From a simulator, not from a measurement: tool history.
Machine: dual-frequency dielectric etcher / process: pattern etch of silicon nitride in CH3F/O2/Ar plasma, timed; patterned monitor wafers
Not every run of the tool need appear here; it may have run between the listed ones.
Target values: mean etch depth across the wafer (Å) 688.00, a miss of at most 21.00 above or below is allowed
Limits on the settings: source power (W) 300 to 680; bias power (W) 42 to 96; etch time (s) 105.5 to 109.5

run  hour  source power (W)  bias power (W)  etch time (s)  mean etch depth across the wafer (Å)
  1   0.0               490              69          105.5                                836.39
  2   6.3               490              60          105.5                                815.97
  3  15.2               460              58          105.5                                773.28
  4  16.9               460              58          105.5                                765.15
  5  22.1               460              58          109.5                                801.70
  6  30.3               440              57          109.5                                774.72
  7  31.0               430              57          109.5                                761.16
  8  39.4               420              57          109.5                                751.90
  9  47.1               410              57          109.5                                741.00

Pick the move, out of 4, that brings all results within their allowed miss; only one does.
  A  54.8               350              55          107.0                                     ?
  B  54.8               350              58          105.5                                     ?
  C  54.8               390              57          106.0                                     ?
  D  54.8               390              44          105.5                                     ?

move  mean etch depth across the wafer (Å)
   A                                635.67
   B                                634.06
   C                                689.05
   D                                650.96
A: pushes the last run's worst result past its target
B: pushes the last run's worst result past its target
C: every result lands within tolerance
D: pushes the last run's worst result past its target
Go with C: it meets all targets.
